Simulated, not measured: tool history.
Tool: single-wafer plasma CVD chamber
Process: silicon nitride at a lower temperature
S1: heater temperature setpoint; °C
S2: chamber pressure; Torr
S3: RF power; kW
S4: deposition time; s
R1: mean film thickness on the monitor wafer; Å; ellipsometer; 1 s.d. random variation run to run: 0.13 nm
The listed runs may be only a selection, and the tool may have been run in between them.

run  hour   S1    S2     S3    S4      R1
  1   0.0  360  1.25  0.235  42.5  391.61
  2   3.0  360  1.32  0.235  42.5  395.50
  3   7.7  360  1.38  0.240  42.5  409.63
  4   9.3  360  1.38  0.240  42.5  409.32
  5  14.1  360  1.38  0.215  42.5  375.27
  6  21.2  360  1.44  0.220  42.5  384.27
  7  29.6  360  1.44  0.220  42.5  385.26
  8  32.8  360  1.48  0.225  42.5  395.93
  9  37.1  360  1.52  0.230  42.5  402.90
 10  40.0  360  1.55  0.235  42.5  414.14
 11  42.2  360  1.58  0.235  42.5  416.79
 12  44.1  360  1.60  0.235  42.5  417.04
 13  52.9  360  1.62  0.235  42.5  417.50
 14  53.7  360  1.64  0.235  42.5  420.15
 15  62.6  360  1.65  0.235  42.5  421.61
 16  63.8  360  1.66  0.235  42.5  421.26

Expected results for the next run?
 17  64.8  360  1.67  0.235  42.5   ?

{"run 17": {"R1": 421.7}}
